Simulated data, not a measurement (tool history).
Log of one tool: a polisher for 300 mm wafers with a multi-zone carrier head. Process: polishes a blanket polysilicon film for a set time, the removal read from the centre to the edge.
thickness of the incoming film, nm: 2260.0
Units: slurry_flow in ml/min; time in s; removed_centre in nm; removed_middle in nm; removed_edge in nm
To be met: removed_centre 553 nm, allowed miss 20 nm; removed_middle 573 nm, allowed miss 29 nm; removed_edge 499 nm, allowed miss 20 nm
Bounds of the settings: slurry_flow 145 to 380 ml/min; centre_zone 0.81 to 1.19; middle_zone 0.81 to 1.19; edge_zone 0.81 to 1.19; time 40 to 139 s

run	hour	slurry_flow	centre_zone	middle_zone	edge_zone	time	removed_centre	removed_middle	removed_edge
1	0	245	1	1	1	89	636.27	608.75	595.14
2	6.3	245	1	1	1.08	89	635.69	616.64	622.47
3	13.6	245	1.06	1	1.08	89	668.85	615.75	616.66
4	21	240	1.04	1.03	1.03	85	625.47	600.5	586.31
5	28.8	240	1.04	0.98	1.03	85	619.25	581.1	577.85
6	31.3	240	1.02	1.01	0.97	83	599.01	576.98	549.38
7	34.7	235	1.01	1.02	0.93	82	571.94	572.02	528.62
8	38.4	235	1.01	1.02	0.93	82	576.46	571.26	527.47

4 next moves are on the table. One of them brings every result within its allowed miss. Which?
A	42.1	145	1.02	0.98	0.94	89	?	?	?
B	42.1	250	0.9	0.97	0.93	84	?	?	?
C	42.1	275	1	1.05	0.87	78	?	?	?
D	42.1	245	1.08	0.94	0.92	81	?	?	?

move	removed_centre	removed_middle	removed_edge
A	593.32	557.94	555.69
B	536.49	562.7	551.33
C	560.46	564.04	499.74
D	620.02	526.84	528.31
A: further off than the last run
B: further off than the last run
C: meets every target
D: further off than the last run
The right move is C.
